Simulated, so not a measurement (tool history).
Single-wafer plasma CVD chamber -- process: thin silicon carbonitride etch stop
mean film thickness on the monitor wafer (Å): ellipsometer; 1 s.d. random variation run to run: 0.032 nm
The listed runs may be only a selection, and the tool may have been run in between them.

run  hour  RF power (W)  deposition time (s)  mean film thickness on the monitor wafer (Å)
  1   0.0           260                 13.6                                        83.229
  2   2.8           250                 12.9                                        78.620
  3   7.9           225                 12.9                                        76.195
  4   8.8           220                 12.4                                        72.946
  5  15.0           215                 12.0                                        69.909
  6  17.7           210                 11.8                                        68.956
  7  24.2           205                 11.6                                        66.668

Run 8, settings as shown, results not yet in. Your forecast:
  8  28.6           200                 11.5                                             ?

{"run 8": {"mean film thickness on the monitor wafer (Å)": 66.375}}
